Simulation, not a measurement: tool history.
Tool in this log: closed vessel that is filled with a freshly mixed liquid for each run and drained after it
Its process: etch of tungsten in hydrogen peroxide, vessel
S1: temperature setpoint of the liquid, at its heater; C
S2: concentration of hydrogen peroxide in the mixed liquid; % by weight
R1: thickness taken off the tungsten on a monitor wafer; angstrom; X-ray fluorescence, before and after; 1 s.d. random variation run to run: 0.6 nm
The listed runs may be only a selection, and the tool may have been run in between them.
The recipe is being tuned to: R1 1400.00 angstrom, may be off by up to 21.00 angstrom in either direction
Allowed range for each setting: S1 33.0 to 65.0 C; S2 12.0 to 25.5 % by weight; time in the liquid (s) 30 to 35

run 1 day=0.000 | S1=49.0 S2=17.5 time_in_the_liquid_(s)=35 | R1=828.33
run 2 day=0.346 | S1=51.5 S2=17.5 time_in_the_liquid_(s)=35 | R1=961.17
run 3 day=0.600 | S1=53.5 S2=17.5 time_in_the_liquid_(s)=35 | R1=1090.20
run 4 day=0.879 | S1=59.5 S2=17.5 time_in_the_liquid_(s)=35 | R1=1543.80
run 5 day=1.175 | S1=59.5 S2=21.0 time_in_the_liquid_(s)=35 | R1=1698.20
run 6 day=1.462 | S1=58.5 S2=21.0 time_in_the_liquid_(s)=35 | R1=1614.60
run 7 day=1.658 | S1=58.0 S2=21.0 time_in_the_liquid_(s)=35 | R1=1556.40
run 8 day=1.933 | S1=57.5 S2=21.0 time_in_the_liquid_(s)=35 | R1=1513.80
run 9 day=2.238 | S1=57.0 S2=21.0 time_in_the_liquid_(s)=35 | R1=1474.80
run 10 day=2.354 | S1=57.0 S2=21.0 time_in_the_liquid_(s)=35 | R1=1482.30
run 11 day=2.483 | S1=56.5 S2=21.0 time_in_the_liquid_(s)=35 | R1=1429.80

Which single option among these 4 for the next run brings every result within its allowed miss of target? Just one does.
run A day=2.612 | S1=59.5 S2=22.5 time_in_the_liquid_(s)=30 | R1=?
run B day=2.612 | S1=59.0 S2=17.0 time_in_the_liquid_(s)=35 | R1=?
run C day=2.612 | S1=57.0 S2=20.5 time_in_the_liquid_(s)=35 | R1=?
run D day=2.612 | S1=57.0 S2=19.0 time_in_the_liquid_(s)=35 | R1=?

move=A R1=1506.20
move=B R1=1484.00
move=C R1=1450.50
move=D R1=1396.40
A: its largest miss is bigger than the last run's
B: its largest miss is bigger than the last run's
C: its largest miss is bigger than the last run's
D: hits every target within its allowed miss
Go with D: it meets all targets.
